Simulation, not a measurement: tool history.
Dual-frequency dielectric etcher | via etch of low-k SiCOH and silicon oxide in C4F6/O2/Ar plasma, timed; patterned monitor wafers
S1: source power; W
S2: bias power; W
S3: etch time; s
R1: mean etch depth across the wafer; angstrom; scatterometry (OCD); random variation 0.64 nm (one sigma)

run 1 hour=0 | S1=460 S2=182 S3=49.5 | R1=1430.5
run 2 hour=3.9 | S1=440 S2=178 S3=49.5 | R1=1389.5
run 3 hour=11.9 | S1=440 S2=178 S3=49.5 | R1=1417.1
run 4 hour=19.9 | S1=430 S2=172 S3=49 | R1=1363.3
run 5 hour=23.6 | S1=420 S2=169 S3=49 | R1=1335.7
run 6 hour=31.7 | S1=410 S2=168 S3=49 | R1=1318
run 7 hour=39.5 | S1=410 S2=168 S3=49 | R1=1318.9

Run 8 comes next. What will it give?
run 8 hour=45.3 | S1=310 S2=150 S3=48.5 | R1=?

R1: 1110.5 angstrom
